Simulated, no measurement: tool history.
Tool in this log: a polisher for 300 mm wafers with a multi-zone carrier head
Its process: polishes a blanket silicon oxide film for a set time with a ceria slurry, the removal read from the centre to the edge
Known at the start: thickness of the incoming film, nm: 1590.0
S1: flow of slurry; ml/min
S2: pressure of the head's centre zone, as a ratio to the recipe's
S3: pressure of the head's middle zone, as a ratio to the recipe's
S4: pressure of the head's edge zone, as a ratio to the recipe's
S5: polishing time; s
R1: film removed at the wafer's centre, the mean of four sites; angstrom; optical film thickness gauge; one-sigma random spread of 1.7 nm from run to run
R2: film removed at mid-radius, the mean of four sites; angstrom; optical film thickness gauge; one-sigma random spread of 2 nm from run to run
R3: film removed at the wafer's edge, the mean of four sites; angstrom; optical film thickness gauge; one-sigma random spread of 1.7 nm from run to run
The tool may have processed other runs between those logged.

| run | hour | S1 | S2 | S3 | S4 | S5 | R1 | R2 | R3 |
|---|---|---|---|---|---|---|---|---|---|
| 1 | 0 | 320 | 1 | 1 | 1 | 49 | 2412.8 | 2332.6 | 2347.2 |
| 2 | 2 | 320 | 0.99 | 1 | 0.97 | 45 | 2165.3 | 2114.4 | 2084.4 |
| 3 | 3.2 | 320 | 0.97 | 1 | 0.94 | 43 | 2034.6 | 2001.9 | 1993 |
| 4 | 5.4 | 320 | 0.97 | 0.92 | 0.94 | 43 | 1989.6 | 1904.2 | 1982.5 |
| 5 | 14.2 | 320 | 0.97 | 0.92 | 0.98 | 43 | 1996.4 | 1878.2 | 2037.6 |
| 6 | 22.7 | 320 | 0.97 | 0.99 | 0.98 | 43 | 2008.6 | 1984 | 2045.3 |
| 7 | 30.4 | 320 | 0.97 | 0.99 | 0.98 | 43 | 2009.4 | 2034.6 | 2023.5 |
| 8 | 34.5 | 320 | 0.96 | 1 | 0.95 | 41 | 1912.8 | 1941.6 | 1865.3 |
| 9 | 37.1 | 305 | 0.86 | 0.95 | 0.85 | 38 | 1564.7 | 1713 | 1656.6 |
| 10 | 44.8 | 310 | 0.88 | 0.96 | 0.84 | 38 | 1630.6 | 1719.6 | 1625.5 |

Estimate the outcome of run 11 from the log above:
| 11 | 50.8 | 310 | 0.88 | 0.96 | 0.83 | 38 | ? | ? | ? |

Run 11 came out at R1 1616.5 angstrom, R2 1701.3 angstrom, R3 1640.4 angstrom.
